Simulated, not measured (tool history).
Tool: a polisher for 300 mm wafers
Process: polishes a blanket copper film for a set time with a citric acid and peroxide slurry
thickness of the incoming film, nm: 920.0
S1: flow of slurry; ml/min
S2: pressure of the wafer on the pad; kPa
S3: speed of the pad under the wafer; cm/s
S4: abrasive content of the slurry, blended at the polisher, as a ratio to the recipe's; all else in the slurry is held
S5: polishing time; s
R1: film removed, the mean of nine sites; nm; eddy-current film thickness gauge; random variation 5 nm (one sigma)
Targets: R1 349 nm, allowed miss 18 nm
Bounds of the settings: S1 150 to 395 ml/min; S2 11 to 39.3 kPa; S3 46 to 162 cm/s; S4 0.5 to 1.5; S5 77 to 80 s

| run | day | S1 | S2 | S3 | S4 | S5 | R1 |
|---|---|---|---|---|---|---|---|
| 1 | 0 | 250 | 24.8 | 104 | 1 | 77 | 207.58 |
| 2 | 0.071 | 250 | 27.6 | 106 | 1 | 77 | 235.2 |
| 3 | 0.283 | 250 | 27.6 | 122 | 1 | 77 | 263.7 |
| 4 | 0.542 | 250 | 29 | 122 | 1 | 77 | 281.75 |
| 5 | 0.821 | 250 | 29 | 122 | 1.2 | 77 | 289.61 |
| 6 | 0.983 | 250 | 29 | 100 | 1.2 | 77 | 229.54 |
| 7 | 1.038 | 250 | 35.9 | 104 | 1.2 | 77 | 298.8 |
| 8 | 1.296 | 250 | 36.5 | 106 | 1.2 | 77 | 301.86 |

Which of these 4 next moves meets every target?
| A | 1.554 | 325 | 31 | 106 | 1.25 | 77 | ? |
| B | 1.554 | 225 | 38.6 | 114 | 1.15 | 80 | ? |
| C | 1.554 | 220 | 39.3 | 124 | 1.1 | 80 | ? |
| D | 1.554 | 250 | 39.3 | 90 | 0.95 | 80 | ? |

| move | R1 |
|---|---|
| A | 275.28 |
| B | 347.28 |
| C | 378.2 |
| D | 273.19 |
A: further off than the last run
B: meets every target
C: takes the result that was furthest off past its target
D: further off than the last run
Move B is the one to make.

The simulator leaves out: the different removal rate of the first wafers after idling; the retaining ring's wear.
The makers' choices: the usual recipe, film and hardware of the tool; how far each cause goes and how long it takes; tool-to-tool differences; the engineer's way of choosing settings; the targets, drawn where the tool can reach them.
